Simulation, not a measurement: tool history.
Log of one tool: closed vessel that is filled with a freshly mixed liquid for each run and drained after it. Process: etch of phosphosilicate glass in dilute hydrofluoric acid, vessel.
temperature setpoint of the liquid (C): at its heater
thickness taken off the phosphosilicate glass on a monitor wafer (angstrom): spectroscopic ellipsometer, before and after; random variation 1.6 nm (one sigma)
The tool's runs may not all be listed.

run    day  temperature setpoint of the liquid (C)  parts of water to one part of 49 % hydrofluoric acid (parts by volume)  time in the liquid (s)  thickness taken off the phosphosilicate glass on a monitor wafer (angstrom)
  1      0                                      22                                                                     140                      95                                                                       1090.9
  2  0.146                                      24                                                                     135                      95                                                                       1226.6
  3  0.296                                      24                                                                     165                      95                                                                       983.11
  4  0.496                                    25.5                                                                     155                      95                                                                       1100.2
     0.679  -- thermometer replaced
  5  0.679                                    26.5                                                                     145                      95                                                                       1380.1
  6  0.775                                    23.5                                                                     145                      95                                                                       1216.9
  7  1.062                                      25                                                                     140                      95                                                                         1365
  8  1.329                                    25.5                                                                     140                      95                                                                       1363.7

Run 9 comes next. What will it give?
  9  1.667                                    26.5                                                                     140                      95                                                                            ?

{"run 9": {"thickness taken off the phosphosilicate glass on a monitor wafer (angstrom)": 1445.8}}

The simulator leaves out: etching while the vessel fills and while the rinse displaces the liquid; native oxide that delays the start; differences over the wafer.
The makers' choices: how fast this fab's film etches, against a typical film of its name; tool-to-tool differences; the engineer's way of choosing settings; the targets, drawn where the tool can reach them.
